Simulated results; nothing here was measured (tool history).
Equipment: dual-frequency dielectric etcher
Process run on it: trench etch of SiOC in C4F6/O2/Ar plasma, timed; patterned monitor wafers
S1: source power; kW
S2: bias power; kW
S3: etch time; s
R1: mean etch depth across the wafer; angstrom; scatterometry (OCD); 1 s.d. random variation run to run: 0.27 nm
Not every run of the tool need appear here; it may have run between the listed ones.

{"run": 1, "day": 0.0, "S1": 0.39, "S2": 0.23, "S3": 29.5, "R1": 699.03}
{"run": 2, "day": 0.158, "S1": 0.44, "S2": 0.23, "S3": 29.5, "R1": 733.77}
{"run": 3, "day": 0.225, "S1": 0.38, "S2": 0.23, "S3": 29.5, "R1": 696.66}
{"run": 4, "day": 0.583, "S1": 0.37, "S2": 0.229, "S3": 29.5, "R1": 687.21}
{"run": 5, "day": 0.858, "S1": 0.37, "S2": 0.229, "S3": 30.5, "R1": 712.72}
{"run": 6, "day": 1.1, "S1": 0.37, "S2": 0.229, "S3": 29.5, "R1": 685.67}
{"run": 7, "day": 1.138, "S1": 0.36, "S2": 0.228, "S3": 29.5, "R1": 683.45}
{"run": 8, "day": 1.212, "S1": 0.35, "S2": 0.227, "S3": 29.5, "R1": 671.51}
{"run": 9, "day": 1.575, "S1": 0.34, "S2": 0.226, "S3": 29.5, "R1": 666.73}
{"run": 10, "day": 1.883, "S1": 0.33, "S2": 0.225, "S3": 29.5, "R1": 658.76}

Forecast run 11:
{"run": 11, "day": 2.025, "S1": 0.31, "S2": 0.223, "S3": 29.5, "R1": "?"}

R1: 641.83 angstrom
